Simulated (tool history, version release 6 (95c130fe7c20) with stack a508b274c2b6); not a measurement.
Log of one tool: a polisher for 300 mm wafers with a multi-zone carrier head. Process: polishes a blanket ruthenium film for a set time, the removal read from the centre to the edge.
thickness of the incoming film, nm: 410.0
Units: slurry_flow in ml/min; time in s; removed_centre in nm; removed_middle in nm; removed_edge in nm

run	hour	slurry_flow	centre_zone	middle_zone	edge_zone	time	removed_centre	removed_middle	removed_edge
1	0	270	1	1	1	38	33.281	37.812	34.641
2	5.4	270	1.08	1	1	38	35.53	36.962	34.988
3	13.9	255	0.99	1.01	0.95	35	30.571	33.888	31.431
4	19.8	290	0.99	1.01	0.95	35	30.804	34.775	31.507
5	28.7	290	0.99	1.01	0.95	31	27.04	30.971	28.243
# hour 36.8: centre zone pressure recalibrated
6	36.8	300	0.94	1.05	0.92	30	26.572	31.191	26.981
7	39.8	310	0.89	1.09	0.95	28	23.439	30.274	25.008

Forecast run 8:
8	47.7	310	0.87	1.11	0.96	28	?	?	?

{"run 8": {"removed_centre": 23.053, "removed_middle": 30.614, "removed_edge": 25.608}}
